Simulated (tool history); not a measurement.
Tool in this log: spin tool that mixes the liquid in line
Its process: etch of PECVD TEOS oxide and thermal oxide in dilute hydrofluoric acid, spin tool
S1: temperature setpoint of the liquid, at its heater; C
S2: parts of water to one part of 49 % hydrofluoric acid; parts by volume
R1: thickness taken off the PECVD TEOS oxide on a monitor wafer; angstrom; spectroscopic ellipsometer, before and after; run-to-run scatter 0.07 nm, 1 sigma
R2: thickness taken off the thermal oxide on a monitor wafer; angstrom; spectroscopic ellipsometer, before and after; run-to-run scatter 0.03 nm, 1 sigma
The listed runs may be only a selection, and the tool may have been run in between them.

Run 1, hour 0.0: S1 20.0 C, S2 65 parts by volume, time under the liquid (s) 30. Result: R1 64.374 angstrom, R2 19.385 angstrom.
Run 2, hour 7.3: S1 21.0 C, S2 65 parts by volume, time under the liquid (s) 30. Result: R1 67.900 angstrom, R2 20.329 angstrom.
Run 3, hour 12.9: S1 23.0 C, S2 65 parts by volume, time under the liquid (s) 30. Result: R1 73.976 angstrom, R2 21.918 angstrom.
Run 4, hour 20.3: S1 23.5 C, S2 65 parts by volume, time under the liquid (s) 30. Result: R1 74.366 angstrom, R2 21.992 angstrom.
Run 5, hour 25.2: S1 21.0 C, S2 65 parts by volume, time under the liquid (s) 30. Result: R1 68.141 angstrom, R2 19.758 angstrom.
Run 6, hour 28.0: S1 24.5 C, S2 65 parts by volume, time under the liquid (s) 30. Result: R1 77.960 angstrom, R2 22.963 angstrom.

Run 7 comes next. What will it give?
Run 7, hour 33.5: S1 25.0 C, S2 65 parts by volume, time under the liquid (s) 30. Result: R1 ?, R2 ?.

Run 7 yielded R1 79.663 angstrom, R2 23.401 angstrom.

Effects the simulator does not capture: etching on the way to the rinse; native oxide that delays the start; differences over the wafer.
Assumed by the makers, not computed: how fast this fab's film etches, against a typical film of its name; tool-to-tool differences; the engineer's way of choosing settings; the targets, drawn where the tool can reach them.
